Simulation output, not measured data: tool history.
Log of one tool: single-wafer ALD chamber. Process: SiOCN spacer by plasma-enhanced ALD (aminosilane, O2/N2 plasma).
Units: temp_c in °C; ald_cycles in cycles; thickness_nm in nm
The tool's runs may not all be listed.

run 1 day=0 | temp_c=385 ald_cycles=56 | thickness_nm=3.5548
run 2 day=0.162 | temp_c=393 ald_cycles=56 | thickness_nm=3.6031
run 3 day=0.238 | temp_c=393 ald_cycles=57 | thickness_nm=3.6499
run 4 day=0.317 | temp_c=398 ald_cycles=57 | thickness_nm=3.6214
run 5 day=0.362 | temp_c=398 ald_cycles=58 | thickness_nm=3.722
run 6 day=0.45 | temp_c=398 ald_cycles=59 | thickness_nm=3.8016
run 7 day=0.642 | temp_c=398 ald_cycles=60 | thickness_nm=3.8272

Run 8 has not been measured yet. What should we expect?
run 8 day=0.692 | temp_c=398 ald_cycles=61 | thickness_nm=?

thickness_nm: 3.886 nm
